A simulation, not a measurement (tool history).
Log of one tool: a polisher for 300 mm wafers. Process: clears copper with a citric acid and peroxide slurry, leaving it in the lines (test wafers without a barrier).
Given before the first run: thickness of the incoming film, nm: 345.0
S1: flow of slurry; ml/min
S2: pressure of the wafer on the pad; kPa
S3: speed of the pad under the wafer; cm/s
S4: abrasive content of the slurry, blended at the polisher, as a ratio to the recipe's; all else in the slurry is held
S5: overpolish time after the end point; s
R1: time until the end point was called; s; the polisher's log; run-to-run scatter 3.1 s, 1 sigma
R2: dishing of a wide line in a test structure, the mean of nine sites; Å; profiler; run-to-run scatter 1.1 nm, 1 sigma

| run | hour | S1 | S2 | S3 | S4 | S5 | R1 | R2 |
|---|---|---|---|---|---|---|---|---|
| 1 | 0 | 215 | 27.6 | 92 | 1 | 26 | 108.87 | 499.92 |
| 2 | 4.8 | 215 | 25.5 | 90 | 1 | 30 | 115.99 | 517.28 |
| 3 | 12.2 | 165 | 25.5 | 90 | 1 | 30 | 128.25 | 516.54 |
| 4 | 18.2 | 160 | 24.8 | 90 | 1 | 33 | 124.11 | 540.83 |
| 5 | 22.2 | 160 | 24.8 | 90 | 1 | 43 | 125.44 | 671.9 |
| 6 | 27.7 | 160 | 23.4 | 90 | 1 | 44 | 128.81 | 667.6 |
| 7 | 33.1 | 155 | 22.1 | 90 | 1 | 45 | 131.93 | 669.98 |
| 8 | 34.3 | 155 | 20.7 | 90 | 1 | 46 | 141.61 | 628.14 |
|  | 36.6 | worn pad replaced by a new one |
| 9 | 36.6 | 155 | 20 | 90 | 1 | 47 | 130.14 | 686.21 |

The next listed run, before its measurement:
| 10 | 39 | 155 | 18.6 | 88 | 1 | 48 | ? | ? |

Run 10 produced R1 140.57 s, R2 662.79 Å.
